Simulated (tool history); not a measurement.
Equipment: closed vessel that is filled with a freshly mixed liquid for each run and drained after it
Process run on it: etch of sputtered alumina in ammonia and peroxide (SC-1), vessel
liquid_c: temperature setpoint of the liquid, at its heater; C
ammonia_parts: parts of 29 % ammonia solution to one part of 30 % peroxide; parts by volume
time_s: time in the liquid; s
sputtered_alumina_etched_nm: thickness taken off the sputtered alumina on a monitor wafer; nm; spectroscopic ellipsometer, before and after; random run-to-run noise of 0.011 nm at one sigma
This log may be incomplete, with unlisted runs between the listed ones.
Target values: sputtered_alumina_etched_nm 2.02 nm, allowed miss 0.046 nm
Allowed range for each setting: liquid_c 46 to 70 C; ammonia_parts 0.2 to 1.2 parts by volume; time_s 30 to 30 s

run	hour	liquid_c	ammonia_parts	time_s	sputtered_alumina_etched_nm
1	0	62	0.9	30	3.0036
2	2.1	60	0.9	30	2.7348
3	10.2	58.5	0.9	30	2.5478
4	14.4	58.5	0.6	30	2.4548
5	15.4	57.5	0.6	30	2.335
6	24.7	57.5	0.6	30	2.3343
7	33.2	57	0.6	30	2.2776
8	40.2	56.5	0.6	30	2.2025
9	45.1	56.5	0.6	30	2.207
10	54	56	0.6	30	2.1456
11	59.2	55.5	0.6	30	2.0879

Exercise: of the 4 proposed moves below, exactly one satisfies all targets within the stated allowed misses. Which move is it?
A	64.4	56	0.2	30	?
B	64.4	53	0.85	30	?
C	64.4	54.5	0.45	30	?
D	64.4	55.5	0.45	30	?

move	sputtered_alumina_etched_nm
A	1.94
B	1.8967
C	1.9352
D	2.0408
A: takes the result that was furthest off past its target
B: takes the result that was furthest off past its target
C: takes the result that was furthest off past its target
D: every result lands within tolerance
The right move is D.
